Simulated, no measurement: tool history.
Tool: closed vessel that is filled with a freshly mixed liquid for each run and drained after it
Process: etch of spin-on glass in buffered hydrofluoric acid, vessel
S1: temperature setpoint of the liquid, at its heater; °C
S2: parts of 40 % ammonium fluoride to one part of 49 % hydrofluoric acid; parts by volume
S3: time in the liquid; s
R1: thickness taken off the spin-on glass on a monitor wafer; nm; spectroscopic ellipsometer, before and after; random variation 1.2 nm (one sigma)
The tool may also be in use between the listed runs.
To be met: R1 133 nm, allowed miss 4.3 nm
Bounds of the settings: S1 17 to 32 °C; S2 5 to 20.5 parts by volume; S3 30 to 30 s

{"run": 1, "hour": 0.0, "S1": 24, "S2": 12.5, "S3": 30, "R1": 68.052}
{"run": 2, "hour": 2.7, "S1": 21, "S2": 12.5, "S3": 30, "R1": 57.162}
{"run": 3, "hour": 11.4, "S1": 21, "S2": 12.5, "S3": 30, "R1": 56.665}
{"run": 4, "hour": 16.7, "S1": 24, "S2": 11.5, "S3": 30, "R1": 74.203}
{"run": 5, "hour": 17.5, "S1": 26, "S2": 11, "S3": 30, "R1": 85.419}
{"run": 6, "hour": 24.9, "S1": 27.5, "S2": 10.5, "S3": 30, "R1": 98.086}
{"run": 7, "hour": 30.0, "S1": 28.5, "S2": 10.5, "S3": 30, "R1": 103.31}
{"run": 8, "hour": 36.6, "S1": 29.5, "S2": 10.5, "S3": 30, "R1": 108.14}
{"run": 9, "hour": 44.1, "S1": 30, "S2": 10, "S3": 30, "R1": 116.06}
{"run": 10, "hour": 48.8, "S1": 30.5, "S2": 10, "S3": 30, "R1": 122.97}
{"run": 11, "hour": 51.7, "S1": 31, "S2": 10, "S3": 30, "R1": 122.7}

4 next moves are on the table. One of them brings every result within its allowed miss. Which?
{"run": "A", "hour": 54.6, "S1": 29.5, "S2": 9, "S3": 30, "R1": "?"}
{"run": "B", "hour": 54.6, "S1": 30.5, "S2": 10, "S3": 30, "R1": "?"}
{"run": "C", "hour": 54.6, "S1": 31.5, "S2": 10.5, "S3": 30, "R1": "?"}
{"run": "D", "hour": 54.6, "S1": 32, "S2": 9.5, "S3": 30, "R1": "?"}

move=A R1=124.64
move=B R1=122.94
move=C R1=123.52
move=D R1=137.27
A: nearer than the last run, and not there yet
B: as far off as the last run
C: nearer than the last run, and not there yet
D: meets every target
The right move is D.
